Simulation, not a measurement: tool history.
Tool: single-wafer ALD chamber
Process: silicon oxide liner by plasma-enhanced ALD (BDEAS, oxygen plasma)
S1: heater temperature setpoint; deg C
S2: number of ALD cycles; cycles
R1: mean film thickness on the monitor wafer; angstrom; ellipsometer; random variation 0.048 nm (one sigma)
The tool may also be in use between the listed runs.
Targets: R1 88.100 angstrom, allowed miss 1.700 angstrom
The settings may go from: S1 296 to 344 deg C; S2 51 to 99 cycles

{"run": 1, "hour": 0.0, "S1": 320, "S2": 75, "R1": 69.509}
{"run": 2, "hour": 6.0, "S1": 320, "S2": 67, "R1": 61.822}
{"run": 3, "hour": 13.5, "S1": 320, "S2": 58, "R1": 53.892}
{"run": 4, "hour": 15.4, "S1": 320, "S2": 67, "R1": 62.343}
{"run": 5, "hour": 22.4, "S1": 319, "S2": 73, "R1": 67.685}
{"run": 6, "hour": 24.6, "S1": 328, "S2": 73, "R1": 66.0}
{"run": 7, "hour": 25.1, "S1": 316, "S2": 85, "R1": 79.269}
{"run": 8, "hour": 28.2, "S1": 315, "S2": 87, "R1": 80.939}
{"run": 9, "hour": 31.8, "S1": 315, "S2": 89, "R1": 82.522}
{"run": 10, "hour": 37.1, "S1": 314, "S2": 90, "R1": 84.024}

4 next moves are on the table. One of them brings every result within its allowed miss. Which?
{"run": "A", "hour": 42.4, "S1": 324, "S2": 86, "R1": "?"}
{"run": "B", "hour": 42.4, "S1": 314, "S2": 86, "R1": "?"}
{"run": "C", "hour": 42.4, "S1": 312, "S2": 87, "R1": "?"}
{"run": "D", "hour": 42.4, "S1": 307, "S2": 93, "R1": "?"}

move=A R1=79.132
move=B R1=80.138
move=C R1=81.274
move=D R1=87.423
A: further off than the last run
B: further off than the last run
C: further off than the last run
D: meets every target
The right move is D.

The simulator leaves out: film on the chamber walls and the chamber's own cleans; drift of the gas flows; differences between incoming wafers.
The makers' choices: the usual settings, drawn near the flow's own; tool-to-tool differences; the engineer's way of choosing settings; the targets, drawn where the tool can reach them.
